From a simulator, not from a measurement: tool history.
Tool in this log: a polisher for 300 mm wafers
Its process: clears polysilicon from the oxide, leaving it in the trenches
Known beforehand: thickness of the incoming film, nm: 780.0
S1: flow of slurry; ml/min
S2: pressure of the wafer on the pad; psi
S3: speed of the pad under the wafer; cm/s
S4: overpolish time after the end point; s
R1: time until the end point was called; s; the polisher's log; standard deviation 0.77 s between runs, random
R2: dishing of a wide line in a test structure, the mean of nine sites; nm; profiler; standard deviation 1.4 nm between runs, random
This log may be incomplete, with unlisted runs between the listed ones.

{"run": 1, "hour": 0.0, "S1": 310, "S2": 3.2, "S3": 82, "S4": 19, "R1": 70.227, "R2": 81.301}
{"run": 2, "hour": 3.2, "S1": 355, "S2": 3.2, "S3": 82, "S4": 19, "R1": 68.708, "R2": 81.395}
{"run": 3, "hour": 8.7, "S1": 355, "S2": 2.8, "S3": 82, "S4": 19, "R1": 78.951, "R2": 80.996}
{"run": 4, "hour": 17.3, "S1": 355, "S2": 2.8, "S3": 90, "S4": 19, "R1": 72.848, "R2": 81.478}
{"run": 5, "hour": 26.0, "S1": 355, "S2": 2.7, "S3": 90, "S4": 18, "R1": 74.205, "R2": 77.201}
{"run": 6, "hour": 30.1, "S1": 355, "S2": 2.6, "S3": 90, "S4": 18, "R1": 77.619, "R2": 77.817}

Estimate the outcome of run 7 from the log above:
{"run": 7, "hour": 38.8, "S1": 350, "S2": 2.5, "S3": 90, "S4": 16, "R1": "?", "R2": "?"}

R1: 81.772 s
R2: 74.55 nm
